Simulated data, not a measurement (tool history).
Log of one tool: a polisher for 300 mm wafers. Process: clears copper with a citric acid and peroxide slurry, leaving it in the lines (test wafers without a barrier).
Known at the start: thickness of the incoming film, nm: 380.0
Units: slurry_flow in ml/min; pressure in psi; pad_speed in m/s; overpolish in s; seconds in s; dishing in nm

run  hour  slurry_flow  pressure  pad_speed  slurry_solids  overpolish  seconds  dishing
  1   0.0          195       2.5       1.38            1.0          16   163.44   26.144
  2   5.1          195       2.5       1.38            1.0          19   159.54   28.977
  3  11.0          195       2.0       1.38            1.0          19   204.46   24.162
  4  18.3          195       2.1       1.38            1.0          20   193.64   26.528
  5  21.6          195       2.1       1.38            1.0          23   190.38   30.013
  6  25.8          195       1.5       1.38            1.0          23   262.87   21.158
  7  29.9          195       1.7       1.38            1.0          23   227.61   24.756
  8  34.6          200       2.4       1.40            1.0          24   165.23   34.289

Forecast run 9:
  9  43.3          200       2.5       1.40            1.0          24        ?        ?

{"run 9": {"seconds": 156.37, "dishing": 36.017}}
